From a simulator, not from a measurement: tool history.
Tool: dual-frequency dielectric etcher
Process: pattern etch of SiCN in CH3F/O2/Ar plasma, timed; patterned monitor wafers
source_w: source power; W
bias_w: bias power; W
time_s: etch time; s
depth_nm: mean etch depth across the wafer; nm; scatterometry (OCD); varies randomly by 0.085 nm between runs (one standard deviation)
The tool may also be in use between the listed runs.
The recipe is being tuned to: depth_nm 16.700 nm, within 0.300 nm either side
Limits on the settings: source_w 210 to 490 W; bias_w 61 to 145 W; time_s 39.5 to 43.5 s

run	hour	source_w	bias_w	time_s	depth_nm
1	0.0	350	103	43.5	19.057
2	3.4	350	103	43.5	18.764
3	9.1	340	102	43.5	18.673
4	12.3	330	101	43.5	18.419
5	17.8	320	100	43.5	18.388
6	23.0	280	100	43.5	17.891
7	29.0	270	99	43.5	17.550
8	33.5	260	98	43.5	17.343
9	41.4	250	98	43.5	17.259

5 next moves are on the table. One of them brings every result within its allowed miss. Which?
A	49.3	250	108	42.5	?
B	49.3	260	98	40.5	?
C	49.3	290	93	43.5	?
D	49.3	260	102	43.5	?
E	49.3	280	104	40.5	?

move	depth_nm
A	17.355
B	16.093
C	17.386
D	17.541
E	16.725
A: the biggest miss grows against the last run
B: takes the result that was furthest off past its target
C: the biggest miss grows against the last run
D: the biggest miss grows against the last run
E: in spec on every target
The right move is E.

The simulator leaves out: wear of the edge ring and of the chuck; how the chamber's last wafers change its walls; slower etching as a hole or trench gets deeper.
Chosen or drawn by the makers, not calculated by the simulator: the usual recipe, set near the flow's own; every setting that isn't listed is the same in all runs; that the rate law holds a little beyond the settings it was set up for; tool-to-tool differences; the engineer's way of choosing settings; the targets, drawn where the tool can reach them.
